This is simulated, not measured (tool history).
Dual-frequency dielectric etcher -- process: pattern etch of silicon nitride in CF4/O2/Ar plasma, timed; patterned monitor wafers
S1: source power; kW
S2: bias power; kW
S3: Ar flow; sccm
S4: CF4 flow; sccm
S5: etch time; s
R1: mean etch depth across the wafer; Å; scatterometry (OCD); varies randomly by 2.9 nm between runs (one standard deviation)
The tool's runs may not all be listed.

| run | hour | S1 | S2 | S3 | S4 | S5 | R1 |
|---|---|---|---|---|---|---|---|
| 1 | 0 | 0.72 | 0.06 | 128 | 81 | 367 | 9393.5 |
| 2 | 2.8 | 0.72 | 0.06 | 128 | 95 | 367 | 9661 |
| 3 | 7.8 | 0.72 | 0.06 | 113 | 95 | 367 | 9864 |
| 4 | 15.7 | 0.74 | 0.06 | 113 | 95 | 367 | 10014 |
| 5 | 24.5 | 0.76 | 0.06 | 113 | 95 | 367 | 10238 |
| 6 | 25.6 | 0.78 | 0.06 | 113 | 95 | 367 | 10435 |
|  | 26.6 | wet clean of the chamber |
| 7 | 26.6 | 0.8 | 0.06 | 113 | 95 | 367 | 10876 |
| 8 | 31.6 | 0.81 | 0.06 | 113 | 95 | 367 | 10964 |
| 9 | 40.5 | 0.82 | 0.06 | 113 | 95 | 367 | 11110 |

Estimate the outcome of run 10 from the log above:
| 10 | 47.7 | 0.83 | 0.06 | 113 | 95 | 367 | ? |

R1: 11180 Å

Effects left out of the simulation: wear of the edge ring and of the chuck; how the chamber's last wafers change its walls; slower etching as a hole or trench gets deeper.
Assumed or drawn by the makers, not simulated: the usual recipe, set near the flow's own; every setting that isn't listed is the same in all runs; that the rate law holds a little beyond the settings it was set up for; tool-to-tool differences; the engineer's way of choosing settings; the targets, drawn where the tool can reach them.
